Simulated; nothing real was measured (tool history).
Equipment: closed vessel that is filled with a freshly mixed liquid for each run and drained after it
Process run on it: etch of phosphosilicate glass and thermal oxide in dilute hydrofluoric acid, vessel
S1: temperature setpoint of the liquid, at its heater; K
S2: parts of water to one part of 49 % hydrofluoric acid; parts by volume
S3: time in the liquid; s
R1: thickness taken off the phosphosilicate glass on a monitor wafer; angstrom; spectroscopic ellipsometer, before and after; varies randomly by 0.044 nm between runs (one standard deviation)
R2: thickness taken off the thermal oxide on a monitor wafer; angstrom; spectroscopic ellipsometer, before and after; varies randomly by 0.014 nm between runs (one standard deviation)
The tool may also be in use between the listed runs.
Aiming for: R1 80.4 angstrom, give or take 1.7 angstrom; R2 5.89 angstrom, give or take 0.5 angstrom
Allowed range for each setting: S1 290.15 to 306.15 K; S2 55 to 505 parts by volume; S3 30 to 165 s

run 1 hour=0 | S1=298.15 S2=280 S3=85 | R1=156.91 R2=11.523
run 2 hour=5.7 | S1=298.15 S2=280 S3=110 | R1=202.12 R2=15.116
run 3 hour=12 | S1=298.15 S2=230 S3=110 | R1=258.51 R2=18.317
run 4 hour=20.6 | S1=296.15 S2=275 S3=110 | R1=191.85 R2=14.544
run 5 hour=23.9 | S1=295.65 S2=310 S3=110 | R1=160.96 R2=11.999
run 6 hour=28.8 | S1=295.65 S2=375 S3=110 | R1=126.73 R2=9.2641
run 7 hour=33.3 | S1=294.65 S2=390 S3=110 | R1=116 R2=8.4872
run 8 hour=38.9 | S1=293.65 S2=405 S3=110 | R1=107 R2=7.8706
run 9 hour=43.9 | S1=293.15 S2=415 S3=110 | R1=101.76 R2=7.4138
run 10 hour=48.6 | S1=292.65 S2=425 S3=110 | R1=97.931 R2=7.3758
run 11 hour=55.9 | S1=292.65 S2=435 S3=110 | R1=93.136 R2=6.7744
run 12 hour=58.5 | S1=292.15 S2=440 S3=110 | R1=91.583 R2=6.576
run 13 hour=61 | S1=292.15 S2=445 S3=110 | R1=90.131 R2=6.4857
run 14 hour=62.3 | S1=291.65 S2=450 S3=110 | R1=86.659 R2=6.2795
run 15 hour=71.1 | S1=291.15 S2=455 S3=110 | R1=84.166 R2=6.0784

Which one of the following 4 next-run settings gets every result inside its allowed miss? There is exactly one.
run A hour=79.9 | S1=290.15 S2=395 S3=100 | R1=? R2=?
run B hour=79.9 | S1=290.15 S2=430 S3=110 | R1=? R2=?
run C hour=79.9 | S1=293.65 S2=430 S3=90 | R1=? R2=?
run D hour=79.9 | S1=292.65 S2=460 S3=110 | R1=? R2=?

move=A R1=88.629 R2=6.5498
move=B R1=87.177 R2=6.4425
move=C R1=80.562 R2=5.9536
move=D R1=86.859 R2=6.419
A: further off than the last run
B: further off than the last run
C: all results in spec
D: further off than the last run
Move C is the one to make.
